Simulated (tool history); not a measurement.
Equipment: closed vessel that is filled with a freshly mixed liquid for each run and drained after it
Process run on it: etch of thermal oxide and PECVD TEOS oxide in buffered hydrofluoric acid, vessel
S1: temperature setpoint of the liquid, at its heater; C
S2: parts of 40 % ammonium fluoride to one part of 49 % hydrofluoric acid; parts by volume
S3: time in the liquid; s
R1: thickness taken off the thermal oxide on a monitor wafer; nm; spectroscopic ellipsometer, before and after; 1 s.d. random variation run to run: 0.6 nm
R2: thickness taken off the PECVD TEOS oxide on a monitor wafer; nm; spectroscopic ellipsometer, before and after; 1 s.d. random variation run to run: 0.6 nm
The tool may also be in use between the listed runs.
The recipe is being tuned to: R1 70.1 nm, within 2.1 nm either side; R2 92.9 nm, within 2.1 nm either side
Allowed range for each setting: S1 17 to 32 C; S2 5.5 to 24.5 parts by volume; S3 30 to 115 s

run 1 hour=0 | S1=24 S2=15 S3=60 | R1=41.822 R2=55.903
run 2 hour=5.1 | S1=22.5 S2=15 S3=60 | R1=38.891 R2=51.615
run 3 hour=12.8 | S1=25 S2=14.5 S3=60 | R1=45.667 R2=60.617
run 4 hour=15 | S1=25 S2=14.5 S3=70 | R1=52.934 R2=71.271
run 5 hour=22.5 | S1=26.5 S2=14.5 S3=70 | R1=56.827 R2=76.168
run 6 hour=28.4 | S1=28 S2=14.5 S3=70 | R1=64.085 R2=82.434
run 7 hour=30.7 | S1=28 S2=14 S3=70 | R1=65.135 R2=86.12
-- hour=39.3 thermometer replaced
run 8 hour=39.3 | S1=28.5 S2=14 S3=70 | R1=73.817 R2=100.29
run 9 hour=40.4 | S1=28 S2=14 S3=70 | R1=71.798 R2=96.411

Below are 4 possible settings for the next run. Only one of them brings all results inside the allowed miss of their targets. Which is it?
run A hour=41.5 | S1=26.5 S2=13.5 S3=70 | R1=? R2=?
run B hour=41.5 | S1=27.5 S2=12.5 S3=65 | R1=? R2=?
run C hour=41.5 | S1=23 S2=8.5 S3=60 | R1=? R2=?
run D hour=41.5 | S1=26 S2=10.5 S3=60 | R1=? R2=?

move=A R1=68.494 R2=92.385
move=B R1=72.348 R2=97.582
move=C R1=73.988 R2=99.794
move=D R1=73.049 R2=98.527
A: in spec on every target
B: moves away from the targets compared with the last run
C: moves away from the targets compared with the last run
D: moves away from the targets compared with the last run
The right move is A.

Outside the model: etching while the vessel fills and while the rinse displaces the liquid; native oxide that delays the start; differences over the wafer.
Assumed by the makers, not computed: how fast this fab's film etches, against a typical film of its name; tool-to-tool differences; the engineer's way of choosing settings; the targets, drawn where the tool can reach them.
